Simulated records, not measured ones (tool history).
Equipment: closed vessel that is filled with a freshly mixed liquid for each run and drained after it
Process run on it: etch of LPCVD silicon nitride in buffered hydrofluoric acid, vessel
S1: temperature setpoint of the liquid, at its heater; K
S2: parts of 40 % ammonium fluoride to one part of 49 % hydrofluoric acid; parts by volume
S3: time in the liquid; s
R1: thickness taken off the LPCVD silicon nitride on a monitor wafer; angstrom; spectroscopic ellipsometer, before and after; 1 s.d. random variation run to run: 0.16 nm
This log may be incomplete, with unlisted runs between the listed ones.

run  hour      S1    S2    S3      R1
  1   0.0  297.15   9.0  2415  316.09
  2   2.3  297.15  11.5  2415  260.78
  3   6.6  297.15  10.0  2415  295.91
  4  10.3  296.65  10.0  2415  292.27
  5  16.3  296.65  12.0  2415  238.96
  6  17.8  296.65  12.0  2415  243.39
  7  20.3  297.15  12.0  2415  249.12

Run 8 comes next. What will it give?
  8  27.1  297.65  12.0  2415   ?

R1: 255.94 angstrom

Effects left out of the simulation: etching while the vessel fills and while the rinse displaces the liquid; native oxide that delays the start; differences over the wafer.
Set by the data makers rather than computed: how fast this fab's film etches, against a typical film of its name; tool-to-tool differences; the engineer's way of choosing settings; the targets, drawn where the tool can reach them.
